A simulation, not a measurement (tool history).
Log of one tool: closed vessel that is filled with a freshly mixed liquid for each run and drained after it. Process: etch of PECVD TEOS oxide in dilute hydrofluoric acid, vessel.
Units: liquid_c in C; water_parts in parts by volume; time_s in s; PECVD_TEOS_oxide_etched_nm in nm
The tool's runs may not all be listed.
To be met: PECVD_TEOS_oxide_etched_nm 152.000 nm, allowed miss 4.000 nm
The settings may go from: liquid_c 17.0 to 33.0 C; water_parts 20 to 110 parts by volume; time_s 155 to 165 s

Run 1, day 0.000: liquid_c 25.0 C, water_parts 60 parts by volume, time_s 155 s. Result: PECVD_TEOS_oxide_etched_nm 82.842 nm.
Run 2, day 0.321: liquid_c 25.0 C, water_parts 70 parts by volume, time_s 155 s. Result: PECVD_TEOS_oxide_etched_nm 69.959 nm.
Run 3, day 0.367: liquid_c 27.0 C, water_parts 70 parts by volume, time_s 155 s. Result: PECVD_TEOS_oxide_etched_nm 76.449 nm.
Run 4, day 0.542: liquid_c 28.5 C, water_parts 65 parts by volume, time_s 155 s. Result: PECVD_TEOS_oxide_etched_nm 87.531 nm.
Run 5, day 0.792: liquid_c 28.5 C, water_parts 50 parts by volume, time_s 155 s. Result: PECVD_TEOS_oxide_etched_nm 116.390 nm.
Run 6, day 1.079: liquid_c 28.5 C, water_parts 65 parts by volume, time_s 155 s. Result: PECVD_TEOS_oxide_etched_nm 87.572 nm.
Run 7, day 1.267: liquid_c 29.5 C, water_parts 60 parts by volume, time_s 155 s. Result: PECVD_TEOS_oxide_etched_nm 99.268 nm.
Run 8, day 1.600: liquid_c 30.5 C, water_parts 55 parts by volume, time_s 155 s. Result: PECVD_TEOS_oxide_etched_nm 113.070 nm.
Run 9, day 1.871: liquid_c 30.5 C, water_parts 55 parts by volume, time_s 155 s. Result: PECVD_TEOS_oxide_etched_nm 113.620 nm.
Run 10, day 2.062: liquid_c 31.0 C, water_parts 50 parts by volume, time_s 155 s. Result: PECVD_TEOS_oxide_etched_nm 127.790 nm.
Run 11, day 2.288: liquid_c 31.5 C, water_parts 50 parts by volume, time_s 155 s. Result: PECVD_TEOS_oxide_etched_nm 130.580 nm.
Run 12, day 2.325: liquid_c 32.0 C, water_parts 50 parts by volume, time_s 155 s. Result: PECVD_TEOS_oxide_etched_nm 132.960 nm.
Run 13, day 2.546: liquid_c 32.0 C, water_parts 50 parts by volume, time_s 155 s. Result: PECVD_TEOS_oxide_etched_nm 133.590 nm.
Run 14, day 2.638: liquid_c 32.5 C, water_parts 50 parts by volume, time_s 155 s. Result: PECVD_TEOS_oxide_etched_nm 135.910 nm.

Which of these 4 next moves meets every target?
Run A, day 2.729: liquid_c 33.0 C, water_parts 50 parts by volume, time_s 155 s. Result: PECVD_TEOS_oxide_etched_nm ?.
Run B, day 2.729: liquid_c 29.0 C, water_parts 40 parts by volume, time_s 155 s. Result: PECVD_TEOS_oxide_etched_nm ?.
Run C, day 2.729: liquid_c 30.0 C, water_parts 45 parts by volume, time_s 155 s. Result: PECVD_TEOS_oxide_etched_nm ?.
Run D, day 2.729: liquid_c 28.0 C, water_parts 40 parts by volume, time_s 155 s. Result: PECVD_TEOS_oxide_etched_nm ?.

move  PECVD_TEOS_oxide_etched_nm
   A                     138.070
   B                     149.950
   C                     137.620
   D                     144.060
A: nearer than the last run, and not there yet
B: meets every target
C: nearer than the last run, and not there yet
D: nearer than the last run, and not there yet
The right move is B.

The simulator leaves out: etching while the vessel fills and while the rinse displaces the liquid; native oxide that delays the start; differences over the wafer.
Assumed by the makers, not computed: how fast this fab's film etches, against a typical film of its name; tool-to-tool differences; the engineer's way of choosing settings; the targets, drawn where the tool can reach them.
